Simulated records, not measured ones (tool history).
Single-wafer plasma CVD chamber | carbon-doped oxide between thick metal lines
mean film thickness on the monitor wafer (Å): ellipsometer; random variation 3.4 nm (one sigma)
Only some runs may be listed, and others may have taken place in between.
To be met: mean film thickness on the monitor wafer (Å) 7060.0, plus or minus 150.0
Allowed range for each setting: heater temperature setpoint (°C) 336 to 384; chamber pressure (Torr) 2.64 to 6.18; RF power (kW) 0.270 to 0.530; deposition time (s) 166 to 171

run	hour	heater temperature setpoint (°C)	chamber pressure (Torr)	RF power (kW)	deposition time (s)	mean film thickness on the monitor wafer (Å)
1	0.0	360	4.41	0.400	166	6332.3
2	4.0	359	4.53	0.405	166	6349.7
3	10.3	359	4.53	0.405	171	6529.1
4	18.2	359	4.53	0.350	171	6096.0
5	24.7	358	4.61	0.360	171	6214.9
6	25.9	357	4.71	0.370	171	6385.9
7	28.5	356	4.81	0.370	171	6395.0
8	33.3	355	4.93	0.375	171	6498.7
9	41.2	355	4.93	0.375	171	6479.1
10	46.1	354	5.03	0.380	171	6528.5
11	50.7	353	5.10	0.385	171	6681.8
12	59.3	352	5.16	0.385	171	6646.2
13	66.4	352	5.23	0.390	171	6708.7

Which of these 4 next moves meets every target?
A	73.5	345	4.78	0.395	166	?
B	73.5	350	5.55	0.410	171	?
C	73.5	355	5.15	0.385	171	?
D	73.5	362	4.98	0.435	168	?

move	mean film thickness on the monitor wafer (Å)
A	6611.0
B	6990.7
C	6601.4
D	6739.4
A: moves away from the targets compared with the last run
B: every result lands within tolerance
C: moves away from the targets compared with the last run
D: gains on the last run, yet a result remains outside its allowed miss
Move B is the one to make.
